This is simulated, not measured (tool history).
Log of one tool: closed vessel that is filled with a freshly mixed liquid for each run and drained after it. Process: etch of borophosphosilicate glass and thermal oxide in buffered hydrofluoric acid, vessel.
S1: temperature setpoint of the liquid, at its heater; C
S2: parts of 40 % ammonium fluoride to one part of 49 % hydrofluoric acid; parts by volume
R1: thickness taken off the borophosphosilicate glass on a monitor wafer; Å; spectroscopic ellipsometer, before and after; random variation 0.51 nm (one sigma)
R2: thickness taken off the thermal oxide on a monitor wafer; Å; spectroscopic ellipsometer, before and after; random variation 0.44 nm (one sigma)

Run 1, hour 0.0: S1 22.0 C, S2 19 parts by volume, time in the liquid (s) 60. Result: R1 472.87 Å, R2 343.39 Å.
Run 2, hour 5.5: S1 22.0 C, S2 19 parts by volume, time in the liquid (s) 70. Result: R1 557.80 Å, R2 404.20 Å.
Run 3, hour 14.0: S1 22.0 C, S2 19 parts by volume, time in the liquid (s) 90. Result: R1 709.82 Å, R2 517.10 Å.
Run 4, hour 17.2: S1 22.5 C, S2 19 parts by volume, time in the liquid (s) 90. Result: R1 735.36 Å, R2 534.56 Å.
Run 5, hour 24.2: S1 22.5 C, S2 19 parts by volume, time in the liquid (s) 70. Result: R1 570.88 Å, R2 409.92 Å.
Run 6, hour 31.4: S1 23.0 C, S2 19 parts by volume, time in the liquid (s) 70. Result: R1 584.66 Å, R2 426.06 Å.

Forecast run 7:
Run 7, hour 36.0: S1 27.0 C, S2 18 parts by volume, time in the liquid (s) 70. Result: R1 ?, R2 ?.

{"run 7": {"R1": 763.79, "R2": 557.67}}
